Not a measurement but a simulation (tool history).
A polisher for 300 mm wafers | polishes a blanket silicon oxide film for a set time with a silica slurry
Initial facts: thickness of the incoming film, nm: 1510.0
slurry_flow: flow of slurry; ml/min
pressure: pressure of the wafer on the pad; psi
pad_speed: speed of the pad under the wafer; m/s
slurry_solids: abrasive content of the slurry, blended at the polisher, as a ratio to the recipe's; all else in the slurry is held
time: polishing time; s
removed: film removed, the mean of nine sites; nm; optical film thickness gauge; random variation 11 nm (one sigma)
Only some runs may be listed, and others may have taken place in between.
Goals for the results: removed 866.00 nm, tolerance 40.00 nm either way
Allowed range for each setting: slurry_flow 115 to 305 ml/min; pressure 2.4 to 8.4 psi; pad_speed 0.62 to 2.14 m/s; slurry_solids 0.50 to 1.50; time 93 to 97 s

run,hour,slurry_flow,pressure,pad_speed,slurry_solids,time,removed
1,0.0,195,5.4,1.38,1.00,93,563.40
2,3.4,220,5.4,1.38,1.00,93,561.55
3,9.7,220,5.9,1.40,1.00,93,624.90
4,15.3,220,6.3,1.40,1.00,93,671.73
5,17.7,220,6.6,1.40,1.00,93,680.01
6,21.8,220,6.6,1.40,0.80,93,628.30
7,25.7,220,7.0,1.42,0.80,93,684.84
8,34.4,220,7.3,1.42,0.80,93,710.94
9,38.7,220,7.5,1.44,0.80,93,725.93
10,47.5,220,7.7,1.46,0.80,93,756.58
11,50.2,220,7.9,1.48,0.80,93,769.48

Next run, 4 choices. One meets every target within its allowed miss, the rest don't. Which?
A,52.9,185,7.6,1.64,0.70,96,?
B,52.9,200,8.0,1.46,0.75,93,?
C,52.9,235,8.0,1.42,0.95,97,?
D,52.9,210,8.4,1.24,0.90,97,?

move,removed
A,795.27
B,761.19
C,855.92
D,783.84
A: closer than the last run, but not yet in spec
B: further off than the last run
C: each result inside its tolerance
D: closer than the last run, but not yet in spec
Go with C: it meets all targets.
